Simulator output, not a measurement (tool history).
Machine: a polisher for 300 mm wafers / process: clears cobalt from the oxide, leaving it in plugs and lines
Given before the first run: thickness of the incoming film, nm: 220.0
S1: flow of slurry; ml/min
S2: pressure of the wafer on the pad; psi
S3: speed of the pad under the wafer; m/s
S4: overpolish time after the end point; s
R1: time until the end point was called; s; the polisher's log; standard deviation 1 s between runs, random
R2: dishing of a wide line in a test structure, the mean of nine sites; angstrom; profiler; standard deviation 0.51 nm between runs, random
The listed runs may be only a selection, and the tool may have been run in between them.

run 1 hour=0 | S1=245 S2=1.7 S3=0.8 S4=12 | R1=83.172 R2=266.2
run 2 hour=7.1 | S1=240 S2=1.5 S3=0.8 S4=14 | R1=95.582 R2=261.85
run 3 hour=14.2 | S1=240 S2=1.5 S3=0.8 S4=10 | R1=94.444 R2=210.42
run 4 hour=17.6 | S1=235 S2=1.4 S3=0.8 S4=13 | R1=100.38 R2=231.29
run 5 hour=22.9 | S1=270 S2=1.4 S3=0.8 S4=13 | R1=100.03 R2=244.34
run 6 hour=30.5 | S1=270 S2=1.6 S3=0.8 S4=13 | R1=88.903 R2=267.02
run 7 hour=36.8 | S1=270 S2=1.6 S3=0.8 S4=13 | R1=87.892 R2=265.01
-- hour=45.6 worn pad replaced by a new one
run 8 hour=45.6 | S1=270 S2=1.6 S3=0.8 S4=13 | R1=77.997 R2=290.48

Run 9 has not been measured yet. What should we expect?
run 9 hour=49.2 | S1=255 S2=1.1 S3=0.78 S4=19 | R1=? R2=?

R1: 117.22 s
R2: 292.37 angstrom

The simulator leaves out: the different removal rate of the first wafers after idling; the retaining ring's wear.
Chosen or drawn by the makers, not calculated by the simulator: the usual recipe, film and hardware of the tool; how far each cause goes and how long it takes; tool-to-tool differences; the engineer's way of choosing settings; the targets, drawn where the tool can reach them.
